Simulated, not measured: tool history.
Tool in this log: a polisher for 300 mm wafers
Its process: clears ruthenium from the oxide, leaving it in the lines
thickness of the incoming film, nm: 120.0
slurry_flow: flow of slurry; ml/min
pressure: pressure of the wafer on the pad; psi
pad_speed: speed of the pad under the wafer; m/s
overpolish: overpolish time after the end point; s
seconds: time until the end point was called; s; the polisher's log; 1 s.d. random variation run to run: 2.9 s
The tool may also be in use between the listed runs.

{"run": 1, "day": 0.0, "slurry_flow": 135, "pressure": 2.5, "pad_speed": 0.94, "overpolish": 3, "seconds": 83.912}
{"run": 2, "day": 0.029, "slurry_flow": 135, "pressure": 2.1, "pad_speed": 0.94, "overpolish": 3, "seconds": 98.313}
{"run": 3, "day": 0.117, "slurry_flow": 135, "pressure": 2.1, "pad_speed": 0.78, "overpolish": 3, "seconds": 106.07}
{"run": 4, "day": 0.388, "slurry_flow": 135, "pressure": 1.9, "pad_speed": 0.76, "overpolish": 3, "seconds": 124.13}
{"run": 5, "day": 0.592, "slurry_flow": 135, "pressure": 1.9, "pad_speed": 0.94, "overpolish": 3, "seconds": 107.71}
{"run": 6, "day": 0.783, "slurry_flow": 135, "pressure": 1.8, "pad_speed": 0.94, "overpolish": 3, "seconds": 113.11}

What will run 7 give?
{"run": 7, "day": 0.879, "slurry_flow": 135, "pressure": 1.7, "pad_speed": 0.94, "overpolish": 3, "seconds": "?"}

{"run 7": {"seconds": 120.92}}
